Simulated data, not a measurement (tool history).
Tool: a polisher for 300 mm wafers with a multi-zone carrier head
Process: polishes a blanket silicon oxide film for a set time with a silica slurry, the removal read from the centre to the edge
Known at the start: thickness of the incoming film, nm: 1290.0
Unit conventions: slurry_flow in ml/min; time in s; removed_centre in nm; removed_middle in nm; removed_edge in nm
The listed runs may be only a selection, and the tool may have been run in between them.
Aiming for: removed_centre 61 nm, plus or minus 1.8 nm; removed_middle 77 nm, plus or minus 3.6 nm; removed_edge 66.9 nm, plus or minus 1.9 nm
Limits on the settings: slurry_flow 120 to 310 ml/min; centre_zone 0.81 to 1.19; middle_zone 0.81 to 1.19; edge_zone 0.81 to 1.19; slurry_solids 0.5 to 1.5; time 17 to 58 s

run	hour	slurry_flow	centre_zone	middle_zone	edge_zone	slurry_solids	time	removed_centre	removed_middle	removed_edge
1	0	200	1	1	1	1	37	77.153	75.838	78.13
2	1.8	190	0.97	1.02	0.96	1	37	74.649	79.979	75.768
3	5.4	185	0.94	1.01	0.94	0.95	37	70.652	75.985	73.256
4	9.4	180	0.92	1.02	0.92	0.95	37	69.876	76.812	72.638
5	10.1	175	0.9	1.03	0.9	0.95	37	67.581	76.982	70.97
6	18.4	175	0.9	1.03	0.9	1.15	37	73.025	82.602	77.204
7	25.3	170	0.88	1.04	0.88	1.1	37	69.761	81.647	75.88
8	31.4	165	0.87	1.05	0.87	1.05	37	68.216	79.41	71.367
9	34	160	0.86	1.06	0.88	1.05	37	67.294	79.517	72.428

4 next moves are on the table. One of them brings every result within its allowed miss. Which?
A	36.6	185	0.95	1.05	0.81	0.95	36	?	?	?
B	36.6	160	0.85	1.11	0.88	0.85	37	?	?	?
C	36.6	150	0.91	0.98	0.95	1.1	40	?	?	?
D	36.6	145	1.05	1.13	0.81	0.9	40	?	?	?

move	removed_centre	removed_middle	removed_edge
A	70.364	75.797	67.419
B	61.137	76.209	67.414
C	76.733	81.321	83.283
D	79.685	84.116	71.009
A: its largest miss is bigger than the last run's
B: hits every target within its allowed miss
C: its largest miss is bigger than the last run's
D: its largest miss is bigger than the last run's
Go with B: it meets all targets.

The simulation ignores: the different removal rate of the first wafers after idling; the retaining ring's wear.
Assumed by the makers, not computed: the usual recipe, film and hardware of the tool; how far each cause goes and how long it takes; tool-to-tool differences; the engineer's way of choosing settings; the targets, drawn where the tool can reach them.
